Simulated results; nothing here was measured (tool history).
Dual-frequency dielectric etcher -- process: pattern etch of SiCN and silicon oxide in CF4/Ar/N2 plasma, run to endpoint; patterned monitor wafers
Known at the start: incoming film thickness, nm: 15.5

| run | hour | source power (kW) | bias power (kW) | Ar flow (sccm) | CF4 flow (sccm) | endpoint time (s) |
|---|---|---|---|---|---|---|
| 1 | 0 | 0.41 | 0.077 | 98 | 47 | 20.989 |
| 2 | 5.7 | 0.41 | 0.077 | 98 | 52 | 20.836 |
| 3 | 14 | 0.41 | 0.077 | 84 | 52 | 20.576 |
| 4 | 17.1 | 0.45 | 0.078 | 84 | 52 | 18.736 |
| 5 | 24.2 | 0.39 | 0.078 | 84 | 52 | 21.413 |
| 6 | 25.4 | 0.39 | 0.078 | 84 | 58 | 21.085 |
| 7 | 26.3 | 0.43 | 0.079 | 84 | 58 | 19.075 |

Run 8 is up next; what results do you expect?
| 8 | 26.9 | 0.45 | 0.08 | 84 | 58 | ? |

{"run 8": {"endpoint time (s)": 18.326}}
